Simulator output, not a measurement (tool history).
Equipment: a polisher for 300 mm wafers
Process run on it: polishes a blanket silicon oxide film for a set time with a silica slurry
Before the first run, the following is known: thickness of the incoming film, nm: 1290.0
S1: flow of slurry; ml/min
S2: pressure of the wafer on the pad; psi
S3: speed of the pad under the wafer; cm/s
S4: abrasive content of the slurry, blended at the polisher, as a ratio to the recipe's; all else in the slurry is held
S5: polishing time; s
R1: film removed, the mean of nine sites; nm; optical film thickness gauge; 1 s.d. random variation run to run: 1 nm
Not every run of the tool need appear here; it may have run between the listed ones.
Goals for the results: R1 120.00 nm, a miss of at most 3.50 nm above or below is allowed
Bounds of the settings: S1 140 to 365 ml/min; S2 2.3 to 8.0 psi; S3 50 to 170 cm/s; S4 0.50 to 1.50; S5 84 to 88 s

| run | hour | S1 | S2 | S3 | S4 | S5 | R1 |
|---|---|---|---|---|---|---|---|
| 1 | 0.0 | 235 | 5.1 | 110 | 1.00 | 84 | 312.21 |
| 2 | 7.0 | 235 | 4.6 | 102 | 1.00 | 84 | 273.62 |
| 3 | 11.3 | 230 | 4.2 | 94 | 0.95 | 84 | 226.53 |
| 4 | 15.4 | 230 | 4.2 | 94 | 1.05 | 84 | 241.48 |
| 5 | 16.6 | 230 | 4.2 | 94 | 1.25 | 84 | 265.27 |
| 6 | 20.8 | 230 | 4.2 | 68 | 1.25 | 84 | 216.63 |
| 7 | 26.5 | 225 | 3.9 | 64 | 1.20 | 84 | 190.96 |
| 8 | 32.2 | 220 | 3.6 | 62 | 1.20 | 84 | 171.67 |
| 9 | 34.2 | 220 | 3.6 | 62 | 1.20 | 84 | 172.43 |
| 10 | 39.1 | 215 | 3.4 | 62 | 1.20 | 84 | 163.51 |
| 11 | 48.1 | 210 | 3.2 | 62 | 1.20 | 84 | 154.88 |
| 12 | 56.8 | 205 | 3.1 | 62 | 1.20 | 84 | 150.32 |
| 13 | 65.3 | 200 | 3.0 | 62 | 1.20 | 84 | 142.83 |
| 14 | 69.9 | 200 | 3.0 | 62 | 1.20 | 84 | 144.19 |
| 15 | 76.5 | 190 | 2.9 | 62 | 1.20 | 84 | 135.63 |
| 16 | 83.8 | 185 | 2.9 | 62 | 1.20 | 84 | 136.14 |
| 17 | 89.0 | 185 | 2.3 | 60 | 1.20 | 84 | 106.63 |
| 18 | 95.8 | 195 | 2.3 | 60 | 1.20 | 84 | 109.36 |

Next run, 5 choices. One meets every target within its allowed miss, the rest don't. Which?
| A | 102.6 | 145 | 2.9 | 58 | 1.15 | 88 | ? |
| B | 102.6 | 300 | 2.6 | 62 | 1.15 | 84 | ? |
| C | 102.6 | 205 | 2.4 | 50 | 1.20 | 84 | ? |
| D | 102.6 | 190 | 2.5 | 56 | 1.25 | 88 | ? |
| E | 102.6 | 220 | 2.6 | 64 | 1.15 | 86 | ? |

| move | R1 |
|---|---|
| A | 128.96 |
| B | 128.43 |
| C | 103.07 |
| D | 120.86 |
| E | 129.42 |
A: the result that was furthest off in the last run now lies on the other side of its target
B: the result that was furthest off in the last run now lies on the other side of its target
C: misses by more than the last run did
D: hits every target within its allowed miss
E: the result that was furthest off in the last run now lies on the other side of its target
D meets every target.
